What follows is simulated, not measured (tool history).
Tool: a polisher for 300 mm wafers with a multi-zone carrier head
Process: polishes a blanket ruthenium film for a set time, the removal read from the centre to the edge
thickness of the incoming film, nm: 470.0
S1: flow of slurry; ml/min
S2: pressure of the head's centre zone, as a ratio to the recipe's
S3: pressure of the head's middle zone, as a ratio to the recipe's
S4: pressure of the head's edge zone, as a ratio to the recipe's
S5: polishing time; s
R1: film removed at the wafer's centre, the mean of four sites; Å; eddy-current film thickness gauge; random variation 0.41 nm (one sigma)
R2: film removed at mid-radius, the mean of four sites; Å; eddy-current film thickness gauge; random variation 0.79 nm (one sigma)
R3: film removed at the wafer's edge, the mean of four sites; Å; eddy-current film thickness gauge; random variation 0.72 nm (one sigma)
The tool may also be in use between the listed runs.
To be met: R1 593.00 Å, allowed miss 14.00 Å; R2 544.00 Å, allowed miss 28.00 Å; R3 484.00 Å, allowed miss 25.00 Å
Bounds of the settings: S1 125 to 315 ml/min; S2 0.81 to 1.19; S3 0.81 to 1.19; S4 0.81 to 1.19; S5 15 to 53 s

run,hour,S1,S2,S3,S4,S5,R1,R2,R3
1,0.0,205,1.00,1.00,1.00,34,575.94,627.18,623.63
2,6.7,205,1.00,1.00,0.97,34,571.03,623.17,602.48
3,14.5,205,1.03,1.00,0.97,34,594.56,612.07,581.46
4,19.4,205,1.03,1.05,0.97,34,585.97,631.91,613.37
5,24.3,205,1.03,1.05,1.02,34,597.35,650.01,606.31
6,30.5,205,1.05,1.05,1.01,33,576.77,622.22,587.31
7,35.3,205,1.07,1.05,0.99,33,595.93,624.30,575.25
8,36.9,200,1.08,1.04,0.97,33,605.55,601.08,575.40
9,43.5,215,1.09,1.04,0.96,32,592.19,616.13,565.48
10,44.6,210,1.11,1.04,0.95,32,598.19,602.12,553.37
11,50.0,205,1.12,1.04,0.94,32,604.25,601.21,555.65
12,55.0,225,1.19,1.02,0.84,28,573.48,531.40,462.55
# hour 57.0: centre zone pressure recalibrated
13,57.0,230,1.19,1.02,0.85,28,614.00,518.27,466.11
14,60.1,225,1.19,1.03,0.86,28,616.55,528.21,458.29
15,62.3,220,1.19,1.03,0.87,28,619.59,533.79,464.75
16,70.5,220,1.18,1.03,0.87,28,610.70,525.72,477.77

Which of these 5 next moves meets every target?
A,78.7,255,1.18,1.06,0.87,29,?,?,?
B,78.7,210,1.14,1.02,0.87,27,?,?,?
C,78.7,190,1.14,1.05,0.90,29,?,?,?
D,78.7,210,1.16,1.01,0.86,29,?,?,?
E,78.7,220,1.19,1.03,0.89,29,?,?,?

move,R1,R2,R3
A,639.12,568.89,487.23
B,559.90,500.92,446.04
C,592.42,543.93,481.46
D,611.96,533.51,476.65
E,632.15,545.58,486.14
A: further off than the last run
B: takes the result that was furthest off past its target
C: meets every target
D: further off than the last run
E: further off than the last run
Move C is the one to make.
